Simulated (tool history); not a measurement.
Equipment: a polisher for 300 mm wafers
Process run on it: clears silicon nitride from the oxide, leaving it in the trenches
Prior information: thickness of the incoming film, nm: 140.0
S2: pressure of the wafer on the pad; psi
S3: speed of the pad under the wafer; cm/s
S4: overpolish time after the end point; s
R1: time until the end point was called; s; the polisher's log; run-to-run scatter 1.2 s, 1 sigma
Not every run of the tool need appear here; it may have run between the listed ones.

Run 1, hour 0.0: flow of slurry (ml/min) 185, S2 3.4 psi, S3 128 cm/s, S4 5 s. Result: R1 81.227 s.
Run 2, hour 6.5: flow of slurry (ml/min) 185, S2 3.9 psi, S3 128 cm/s, S4 5 s. Result: R1 74.297 s.
Run 3, hour 7.4: flow of slurry (ml/min) 185, S2 3.9 psi, S3 128 cm/s, S4 3 s. Result: R1 74.067 s.
Run 4, hour 12.1: flow of slurry (ml/min) 185, S2 3.9 psi, S3 128 cm/s, S4 3 s. Result: R1 75.670 s.
Run 5, hour 18.2: flow of slurry (ml/min) 185, S2 4.0 psi, S3 128 cm/s, S4 3 s. Result: R1 71.715 s.
Run 6, hour 25.5: flow of slurry (ml/min) 185, S2 4.1 psi, S3 128 cm/s, S4 3 s. Result: R1 71.645 s.

Expected results for the next run?
At hour 31.8: head pressure recalibrated.
Run 7, hour 31.8: flow of slurry (ml/min) 185, S2 4.3 psi, S3 130 cm/s, S4 3 s. Result: R1 ?.

Run 7 gave R1 72.543 s.
